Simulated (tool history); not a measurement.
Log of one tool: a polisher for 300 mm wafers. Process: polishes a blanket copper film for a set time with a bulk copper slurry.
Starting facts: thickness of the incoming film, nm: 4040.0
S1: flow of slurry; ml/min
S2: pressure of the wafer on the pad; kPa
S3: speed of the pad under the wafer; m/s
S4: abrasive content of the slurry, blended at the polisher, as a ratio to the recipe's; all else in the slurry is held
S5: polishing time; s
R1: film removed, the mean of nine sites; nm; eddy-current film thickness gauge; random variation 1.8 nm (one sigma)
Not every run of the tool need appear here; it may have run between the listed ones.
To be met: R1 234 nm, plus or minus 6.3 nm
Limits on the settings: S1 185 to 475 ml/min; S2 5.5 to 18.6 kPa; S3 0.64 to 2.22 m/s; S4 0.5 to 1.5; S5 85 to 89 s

run	hour	S1	S2	S3	S4	S5	R1
1	0	305	11.7	1.42	1	85	729.91
2	2	260	11.7	1.42	1	85	715.78
3	4.4	250	9.7	1.18	0.95	85	502.41
4	8	250	9.7	1.18	1.15	85	531.03
5	15.1	235	8.3	1.02	1.05	85	385.16
6	17.7	235	8.3	0.8	1.05	85	321.08
7	18.8	235	7.6	0.78	1.05	85	291.74
8	21.6	235	6.9	0.78	1.05	85	264.38
9	25.9	235	6.2	0.78	1.05	85	244.63
10	30.1	235	5.5	0.78	1.05	85	215.61
11	36.8	235	6.2	0.78	1.05	85	240.08

Exactly one of the 5 candidate moves below puts every result within its allowed miss. Which one?
A	43.5	245	6.2	0.84	1	85	?
B	43.5	260	6.2	0.76	1.3	85	?
C	43.5	295	6.9	0.64	1.05	88	?
D	43.5	240	6.2	0.76	1.05	88	?
E	43.5	265	6.2	0.68	1.1	89	?

move	R1
A	256.18
B	254.66
C	249.51
D	248.67
E	237.83
A: its largest miss is bigger than the last run's
B: its largest miss is bigger than the last run's
C: its largest miss is bigger than the last run's
D: its largest miss is bigger than the last run's
E: every result within its allowed miss
So the answer is move E, the one that meets all the targets.

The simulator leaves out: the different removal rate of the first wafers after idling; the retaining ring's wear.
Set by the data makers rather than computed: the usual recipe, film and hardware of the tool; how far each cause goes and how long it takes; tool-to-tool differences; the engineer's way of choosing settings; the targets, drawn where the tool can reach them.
